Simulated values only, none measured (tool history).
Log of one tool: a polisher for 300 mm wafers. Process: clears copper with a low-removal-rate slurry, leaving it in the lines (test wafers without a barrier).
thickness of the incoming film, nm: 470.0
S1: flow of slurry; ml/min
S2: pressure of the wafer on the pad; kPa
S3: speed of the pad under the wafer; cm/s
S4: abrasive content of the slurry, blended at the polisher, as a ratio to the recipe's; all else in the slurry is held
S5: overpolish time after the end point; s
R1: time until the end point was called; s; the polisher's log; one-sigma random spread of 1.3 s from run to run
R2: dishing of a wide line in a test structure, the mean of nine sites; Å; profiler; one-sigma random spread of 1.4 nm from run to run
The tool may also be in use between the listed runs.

| run | hour | S1 | S2 | S3 | S4 | S5 | R1 | R2 |
|---|---|---|---|---|---|---|---|---|
| 1 | 0 | 150 | 15.9 | 132 | 1 | 29 | 145.96 | 583.57 |
| 2 | 6.8 | 150 | 13.1 | 132 | 1 | 29 | 171.02 | 500.58 |
| 3 | 14.7 | 150 | 13.1 | 108 | 1 | 29 | 205 | 439.05 |
| 4 | 20.6 | 130 | 13.1 | 108 | 1 | 29 | 212.67 | 431.26 |
| 5 | 28.2 | 130 | 14.5 | 112 | 1 | 30 | 188.04 | 489.27 |
| 6 | 34.7 | 130 | 14.5 | 112 | 0.9 | 30 | 189.98 | 482.06 |
| 7 | 43.5 | 130 | 15.9 | 114 | 0.9 | 31 | 174 | 529.12 |
| 8 | 44.4 | 130 | 15.9 | 114 | 0.9 | 31 | 172.19 | 549.35 |
| 9 | 45.3 | 130 | 16.5 | 116 | 0.9 | 31 | 162.36 | 571.51 |
| 10 | 52 | 135 | 20.7 | 140 | 0.95 | 38 | 108.22 | 895.55 |
| 11 | 55.8 | 135 | 21.4 | 140 | 0.95 | 38 | 103.41 | 933.98 |
| 12 | 57.9 | 135 | 21.4 | 140 | 0.95 | 38 | 101.26 | 908.44 |

What will run 13 give?
| 13 | 61.3 | 135 | 23.4 | 142 | 0.95 | 40 | ? | ? |

{"run 13": {"R1": 93.818, "R2": 1017.4}}
